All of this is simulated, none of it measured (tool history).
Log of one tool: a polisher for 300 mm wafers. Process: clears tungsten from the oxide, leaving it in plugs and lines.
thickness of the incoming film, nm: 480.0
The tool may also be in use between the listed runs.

run	day	flow of slurry (ml/min)	pressure of the wafer on the pad (psi)	speed of the pad under the wafer (m/s)	abrasive content of the slurry	overpolish time after the end point (s)	time until the end point was called (s)
1	0.000	250	4.1	1.40	1.0	25	57.239
2	0.050	250	4.3	1.40	1.0	25	55.285
3	0.317	250	4.3	1.74	1.0	25	44.439
4	0.433	295	4.3	1.74	1.0	25	44.554
5	0.467	295	4.3	1.74	1.2	25	42.191
6	0.604	295	4.4	1.74	1.2	25	42.432
7	0.892	295	4.5	1.74	1.2	25	40.638
8	1.154	295	4.7	1.74	1.2	25	40.103

The next listed run, before its measurement:
9	1.358	295	4.8	1.74	1.2	25	?

{"run 9": {"time until the end point was called (s)": 38.631}}

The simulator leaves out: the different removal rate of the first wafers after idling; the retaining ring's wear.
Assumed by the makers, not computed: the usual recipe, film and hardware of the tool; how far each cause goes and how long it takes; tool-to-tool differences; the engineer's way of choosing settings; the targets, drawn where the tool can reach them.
